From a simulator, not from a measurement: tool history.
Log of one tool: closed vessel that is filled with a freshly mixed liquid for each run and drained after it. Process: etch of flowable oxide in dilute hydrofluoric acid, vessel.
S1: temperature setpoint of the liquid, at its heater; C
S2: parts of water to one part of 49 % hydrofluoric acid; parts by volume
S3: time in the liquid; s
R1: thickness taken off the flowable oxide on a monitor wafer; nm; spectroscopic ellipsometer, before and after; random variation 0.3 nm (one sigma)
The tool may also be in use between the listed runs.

run	hour	S1	S2	S3	R1
1	0	24	105	105	42.041
2	3.4	20.5	105	105	36.353
3	10.2	23	105	105	40.299
4	13.8	23	105	115	44.117
5	18.5	23	105	115	44.039
6	22.6	23	125	115	35.813
7	25.6	25.5	125	115	39.982

Run 8 comes next. What will it give?
8	28.5	27	125	115	?

R1: 42.471 nm
